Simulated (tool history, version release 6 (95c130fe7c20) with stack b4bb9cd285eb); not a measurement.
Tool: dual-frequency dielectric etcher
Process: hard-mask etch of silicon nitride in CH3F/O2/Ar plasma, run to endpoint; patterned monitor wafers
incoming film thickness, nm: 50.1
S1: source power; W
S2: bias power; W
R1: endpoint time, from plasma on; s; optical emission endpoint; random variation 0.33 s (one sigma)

{"run": 1, "hour": 0.0, "S1": 500, "S2": 92, "R1": 61.897}
{"run": 2, "hour": 7.9, "S1": 480, "S2": 89, "R1": 63.817}
{"run": 3, "hour": 16.1, "S1": 550, "S2": 89, "R1": 59.343}
{"run": 4, "hour": 19.6, "S1": 520, "S2": 87, "R1": 61.848}
{"run": 5, "hour": 25.0, "S1": 520, "S2": 76, "R1": 65.755}
{"run": 6, "hour": 28.7, "S1": 600, "S2": 76, "R1": 59.738}
{"run": 7, "hour": 35.5, "S1": 500, "S2": 63, "R1": 71.319}
{"run": 8, "hour": 38.4, "S1": 490, "S2": 63, "R1": 72.839}
{"run": 9, "hour": 39.5, "S1": 480, "S2": 63, "R1": 72.496}
{"run": 10, "hour": 46.9, "S1": 470, "S2": 63, "R1": 73.918}

Run 11 comes next. What will it give?
{"run": 11, "hour": 53.4, "S1": 420, "S2": 59, "R1": "?"}

{"run 11": {"R1": 82.305}}
